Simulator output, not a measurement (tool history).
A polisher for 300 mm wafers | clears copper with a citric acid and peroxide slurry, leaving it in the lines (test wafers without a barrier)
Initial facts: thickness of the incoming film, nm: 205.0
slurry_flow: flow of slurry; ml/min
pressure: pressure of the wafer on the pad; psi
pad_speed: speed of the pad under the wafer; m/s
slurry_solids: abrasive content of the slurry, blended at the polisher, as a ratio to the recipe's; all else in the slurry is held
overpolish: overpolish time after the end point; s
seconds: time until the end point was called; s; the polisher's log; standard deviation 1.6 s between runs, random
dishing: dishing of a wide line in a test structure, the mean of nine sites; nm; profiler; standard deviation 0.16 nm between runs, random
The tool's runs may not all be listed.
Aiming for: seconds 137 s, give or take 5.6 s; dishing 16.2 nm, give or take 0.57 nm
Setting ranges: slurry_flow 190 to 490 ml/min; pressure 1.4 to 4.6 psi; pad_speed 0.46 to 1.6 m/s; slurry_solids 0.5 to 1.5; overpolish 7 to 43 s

{"run": 1, "hour": 0.0, "slurry_flow": 315, "pressure": 3, "pad_speed": 1.02, "slurry_solids": 1, "overpolish": 22, "seconds": 84.915, "dishing": 29.531}
{"run": 2, "hour": 3.0, "slurry_flow": 315, "pressure": 2.6, "pad_speed": 1.02, "slurry_solids": 1, "overpolish": 21, "seconds": 98.526, "dishing": 25.783}
{"run": 3, "hour": 9.7, "slurry_flow": 315, "pressure": 2.6, "pad_speed": 1.02, "slurry_solids": 1, "overpolish": 29, "seconds": 97.686, "dishing": 34.211}
{"run": 4, "hour": 11.4, "slurry_flow": 285, "pressure": 2.6, "pad_speed": 1.02, "slurry_solids": 1, "overpolish": 29, "seconds": 96.808, "dishing": 34.13}
{"run": 5, "hour": 13.2, "slurry_flow": 325, "pressure": 2.6, "pad_speed": 1.02, "slurry_solids": 1, "overpolish": 29, "seconds": 96.186, "dishing": 34.146}
{"hour": 21.5, "done": "head pressure recalibrated"}
{"run": 6, "hour": 21.5, "slurry_flow": 325, "pressure": 2.5, "pad_speed": 0.96, "slurry_solids": 1, "overpolish": 25, "seconds": 113.71, "dishing": 26.092}
{"run": 7, "hour": 27.9, "slurry_flow": 320, "pressure": 2.4, "pad_speed": 0.96, "slurry_solids": 1, "overpolish": 22, "seconds": 117.62, "dishing": 22.27}
{"run": 8, "hour": 36.4, "slurry_flow": 320, "pressure": 2.3, "pad_speed": 0.96, "slurry_solids": 1, "overpolish": 21, "seconds": 119.59, "dishing": 20.629}
{"run": 9, "hour": 43.5, "slurry_flow": 320, "pressure": 2.2, "pad_speed": 0.96, "slurry_solids": 1, "overpolish": 20, "seconds": 125.15, "dishing": 19.224}
{"run": 10, "hour": 44.0, "slurry_flow": 320, "pressure": 2.1, "pad_speed": 0.96, "slurry_solids": 1, "overpolish": 19, "seconds": 129.88, "dishing": 17.808}

Exactly one of the 4 candidate moves below puts every result within its allowed miss. Which one?
{"run": "A", "hour": 44.5, "slurry_flow": 280, "pressure": 2.1, "pad_speed": 1, "slurry_solids": 1, "overpolish": 18, "seconds": "?", "dishing": "?"}
{"run": "B", "hour": 44.5, "slurry_flow": 425, "pressure": 1.5, "pad_speed": 1.04, "slurry_solids": 1.2, "overpolish": 24, "seconds": "?", "dishing": "?"}
{"run": "C", "hour": 44.5, "slurry_flow": 390, "pressure": 2.2, "pad_speed": 0.92, "slurry_solids": 1.15, "overpolish": 21, "seconds": "?", "dishing": "?"}
{"run": "D", "hour": 44.5, "slurry_flow": 345, "pressure": 2.4, "pad_speed": 0.78, "slurry_solids": 1, "overpolish": 18, "seconds": "?", "dishing": "?"}

move=A seconds=124.83 dishing=17.24
move=B seconds=141.95 dishing=19.707
move=C seconds=120.9 dishing=20.451
move=D seconds=133.49 dishing=16.268
A: an improvement on the last run, though not all results are within tolerance
B: further off than the last run
C: further off than the last run
D: every result lands within tolerance
D meets every target.

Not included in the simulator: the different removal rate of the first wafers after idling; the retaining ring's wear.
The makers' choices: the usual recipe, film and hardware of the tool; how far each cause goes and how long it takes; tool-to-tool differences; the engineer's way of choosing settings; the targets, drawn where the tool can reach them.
